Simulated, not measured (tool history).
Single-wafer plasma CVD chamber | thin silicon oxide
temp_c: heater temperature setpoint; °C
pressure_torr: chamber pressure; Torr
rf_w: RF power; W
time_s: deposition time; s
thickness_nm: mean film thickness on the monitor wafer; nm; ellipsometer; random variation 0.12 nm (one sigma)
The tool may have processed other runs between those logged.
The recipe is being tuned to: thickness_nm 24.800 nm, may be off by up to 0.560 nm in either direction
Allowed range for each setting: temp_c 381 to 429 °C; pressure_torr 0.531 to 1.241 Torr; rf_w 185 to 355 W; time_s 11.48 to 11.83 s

{"run": 1, "hour": 0.0, "temp_c": 405, "pressure_torr": 0.886, "rf_w": 270, "time_s": 11.48, "thickness_nm": 21.857}
{"run": 2, "hour": 1.2, "temp_c": 405, "pressure_torr": 0.921, "rf_w": 270, "time_s": 11.48, "thickness_nm": 22.358}
{"run": 3, "hour": 5.7, "temp_c": 412, "pressure_torr": 0.921, "rf_w": 270, "time_s": 11.48, "thickness_nm": 22.275}
{"run": 4, "hour": 10.4, "temp_c": 412, "pressure_torr": 0.953, "rf_w": 270, "time_s": 11.48, "thickness_nm": 22.804}
{"run": 5, "hour": 12.3, "temp_c": 412, "pressure_torr": 0.953, "rf_w": 270, "time_s": 11.83, "thickness_nm": 23.546}
{"run": 6, "hour": 16.5, "temp_c": 418, "pressure_torr": 0.953, "rf_w": 270, "time_s": 11.83, "thickness_nm": 23.522}
{"run": 7, "hour": 23.8, "temp_c": 418, "pressure_torr": 0.969, "rf_w": 270, "time_s": 11.83, "thickness_nm": 23.39}
{"run": 8, "hour": 26.8, "temp_c": 417, "pressure_torr": 0.985, "rf_w": 270, "time_s": 11.83, "thickness_nm": 23.758}
{"run": 9, "hour": 31.0, "temp_c": 417, "pressure_torr": 1.001, "rf_w": 270, "time_s": 11.83, "thickness_nm": 24.206}

Of the 5 settings listed for the next run, only one would bring every result within its allowed miss of target. Which one?
{"run": "A", "hour": 35.2, "temp_c": 417, "pressure_torr": 0.917, "rf_w": 280, "time_s": 11.83, "thickness_nm": "?"}
{"run": "B", "hour": 35.2, "temp_c": 414, "pressure_torr": 1.113, "rf_w": 275, "time_s": 11.83, "thickness_nm": "?"}
{"run": "C", "hour": 35.2, "temp_c": 417, "pressure_torr": 0.944, "rf_w": 320, "time_s": 11.48, "thickness_nm": "?"}
{"run": "D", "hour": 35.2, "temp_c": 412, "pressure_torr": 0.939, "rf_w": 270, "time_s": 11.83, "thickness_nm": "?"}
{"run": "E", "hour": 35.2, "temp_c": 409, "pressure_torr": 1.201, "rf_w": 265, "time_s": 11.83, "thickness_nm": "?"}

move=A thickness_nm=23.529
move=B thickness_nm=25.801
move=C thickness_nm=25.043
move=D thickness_nm=23.352
move=E thickness_nm=26.139
A: misses by more than the last run did
B: pushes the last run's worst result past its target
C: every result within its allowed miss
D: misses by more than the last run did
E: pushes the last run's worst result past its target
Answer: C

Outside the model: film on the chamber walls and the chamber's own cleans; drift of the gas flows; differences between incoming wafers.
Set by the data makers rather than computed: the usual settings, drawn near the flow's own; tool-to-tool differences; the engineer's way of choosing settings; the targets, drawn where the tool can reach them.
